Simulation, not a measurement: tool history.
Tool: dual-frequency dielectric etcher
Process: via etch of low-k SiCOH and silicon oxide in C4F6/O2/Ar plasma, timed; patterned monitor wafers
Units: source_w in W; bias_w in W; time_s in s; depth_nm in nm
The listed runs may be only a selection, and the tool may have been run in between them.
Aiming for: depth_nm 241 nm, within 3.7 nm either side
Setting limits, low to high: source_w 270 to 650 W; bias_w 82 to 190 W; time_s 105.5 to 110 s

run,hour,source_w,bias_w,time_s,depth_nm
1,0,460,136,105.5,292.85
2,4.1,390,136,105.5,266.01
3,8.2,380,136,105.5,263.35
4,17,370,136,105.5,258.47
5,25,420,136,105.5,278.34
6,28.3,420,136,105.5,277.38
7,34,320,125,105.5,229.85
8,38.3,330,125,105.5,234.9

Below are 4 possible settings for the next run. Only one of them brings all results inside the allowed miss of their targets. Which is it?
A,42.6,360,93,107.5,?
B,42.6,310,138,105.5,?
C,42.6,330,115,107.5,?
D,42.6,320,127,109.5,?

move,depth_nm
A,236.54
B,232.83
C,235.63
D,241.36
A: moves toward the targets from the last run without getting all of them in spec
B: misses by more than the last run did
C: moves toward the targets from the last run without getting all of them in spec
D: hits every target within its allowed miss
Move D is the one to make.
